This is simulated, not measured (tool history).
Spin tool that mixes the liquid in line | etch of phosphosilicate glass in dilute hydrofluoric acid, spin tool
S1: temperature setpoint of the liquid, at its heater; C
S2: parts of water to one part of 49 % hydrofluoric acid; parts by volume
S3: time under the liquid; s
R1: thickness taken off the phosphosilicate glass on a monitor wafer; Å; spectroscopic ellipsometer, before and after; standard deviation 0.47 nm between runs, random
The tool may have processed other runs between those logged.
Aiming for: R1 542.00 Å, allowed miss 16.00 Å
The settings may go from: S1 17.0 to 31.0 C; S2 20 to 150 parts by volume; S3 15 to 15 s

Run 1, hour 0.0: S1 23.0 C, S2 85 parts by volume, S3 15 s. Result: R1 240.33 Å.
Run 2, hour 1.4: S1 25.0 C, S2 75 parts by volume, S3 15 s. Result: R1 300.86 Å.
Run 3, hour 8.5: S1 21.5 C, S2 75 parts by volume, S3 15 s. Result: R1 254.74 Å.
Run 4, hour 9.9: S1 21.5 C, S2 95 parts by volume, S3 15 s. Result: R1 198.58 Å.
Run 5, hour 12.5: S1 24.0 C, S2 80 parts by volume, S3 15 s. Result: R1 262.34 Å.
Run 6, hour 21.4: S1 26.0 C, S2 70 parts by volume, S3 15 s. Result: R1 330.48 Å.
Run 7, hour 23.7: S1 27.5 C, S2 65 parts by volume, S3 15 s. Result: R1 389.35 Å.
Run 8, hour 27.3: S1 28.5 C, S2 60 parts by volume, S3 15 s. Result: R1 440.68 Å.
Run 9, hour 28.8: S1 29.0 C, S2 60 parts by volume, S3 15 s. Result: R1 450.11 Å.
Run 10, hour 33.2: S1 29.5 C, S2 60 parts by volume, S3 15 s. Result: R1 449.06 Å.
Run 11, hour 35.6: S1 31.0 C, S2 45 parts by volume, S3 15 s. Result: R1 656.88 Å.
Run 12, hour 41.6: S1 30.0 C, S2 45 parts by volume, S3 15 s. Result: R1 625.52 Å.
Run 13, hour 48.7: S1 29.0 C, S2 45 parts by volume, S3 15 s. Result: R1 609.02 Å.
Run 14, hour 55.4: S1 28.0 C, S2 45 parts by volume, S3 15 s. Result: R1 584.54 Å.
Run 15, hour 63.3: S1 28.0 C, S2 45 parts by volume, S3 15 s. Result: R1 587.04 Å.
Run 16, hour 69.4: S1 27.5 C, S2 45 parts by volume, S3 15 s. Result: R1 573.42 Å.
Run 17, hour 75.0: S1 27.0 C, S2 45 parts by volume, S3 15 s. Result: R1 571.55 Å.

Exercise: of the 5 proposed moves below, exactly one satisfies all targets within the stated allowed misses. Which move is it?
Run A, hour 80.6: S1 26.5 C, S2 45 parts by volume, S3 15 s. Result: R1 ?.
Run B, hour 80.6: S1 29.5 C, S2 55 parts by volume, S3 15 s. Result: R1 ?.
Run C, hour 80.6: S1 25.5 C, S2 40 parts by volume, S3 15 s. Result: R1 ?.
Run D, hour 80.6: S1 25.0 C, S2 45 parts by volume, S3 15 s. Result: R1 ?.
Run E, hour 80.6: S1 27.0 C, S2 50 parts by volume, S3 15 s. Result: R1 ?.

move      R1
   A  550.06
   B  499.86
   C  598.29
   D  517.44
   E  501.56
A: all results land within tolerance of their targets
B: carries the result that was furthest off beyond its target, to the other side
C: its largest miss is bigger than the last run's
D: carries the result that was furthest off beyond its target, to the other side
E: carries the result that was furthest off beyond its target, to the other side
A meets every target.
